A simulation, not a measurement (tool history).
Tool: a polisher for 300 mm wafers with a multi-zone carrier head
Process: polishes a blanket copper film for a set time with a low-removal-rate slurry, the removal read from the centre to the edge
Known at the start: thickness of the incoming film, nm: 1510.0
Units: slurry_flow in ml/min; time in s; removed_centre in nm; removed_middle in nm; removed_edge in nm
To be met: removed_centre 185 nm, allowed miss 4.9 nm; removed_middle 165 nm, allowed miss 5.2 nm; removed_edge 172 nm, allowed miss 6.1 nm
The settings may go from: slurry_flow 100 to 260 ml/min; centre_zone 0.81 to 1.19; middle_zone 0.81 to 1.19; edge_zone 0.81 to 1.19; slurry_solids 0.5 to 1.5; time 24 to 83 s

run	day	slurry_flow	centre_zone	middle_zone	edge_zone	slurry_solids	time	removed_centre	removed_middle	removed_edge
1	0	165	1	1	1	1	53	139.82	142.12	145
2	0.221	185	1.04	1.01	1.04	1.05	53	151.81	149.49	149.55
3	0.283	185	1.04	1.01	1.07	1.05	53	150.73	144.07	149.57
4	0.338	185	1.04	1.09	1.07	1.05	53	149.47	155.17	149.27
5	0.4	195	1.06	1.07	1.1	1.15	53	159.09	155.4	155.4
6	0.617	195	1.06	1.07	1.1	1.15	48	140.85	142.88	140.97
7	0.879	205	1.08	1.06	1.12	1.25	49	151.21	146.57	149.82
8	1.2	245	1.18	1.11	1.19	1.5	51	183.23	169.44	168.07
9	1.354	245	1.18	1.09	1.19	1.5	51	182.02	163.73	163.68

5 next moves are on the table. One of them brings every result within its allowed miss. Which?
A	1.508	240	1.1	1.04	1.19	1.4	53	?	?	?
B	1.508	260	1.19	1.15	1.04	1.5	50	?	?	?
C	1.508	255	1.15	1.03	1.19	1.5	53	?	?	?
D	1.508	260	1.16	1.14	1.18	1.3	50	?	?	?
E	1.508	260	1.19	1.14	1.12	1.5	48	?	?	?

move	removed_centre	removed_middle	removed_edge
A	176.11	162.48	169.67
B	184.26	170.19	154.34
C	188.09	164.46	172.85
D	174.85	164.52	158.25
E	176.87	162.19	152.67
A: brings the result that was furthest off to its target, and leaves another outside
B: further off than the last run
C: meets every target
D: further off than the last run
E: further off than the last run
Move C is the one to make.

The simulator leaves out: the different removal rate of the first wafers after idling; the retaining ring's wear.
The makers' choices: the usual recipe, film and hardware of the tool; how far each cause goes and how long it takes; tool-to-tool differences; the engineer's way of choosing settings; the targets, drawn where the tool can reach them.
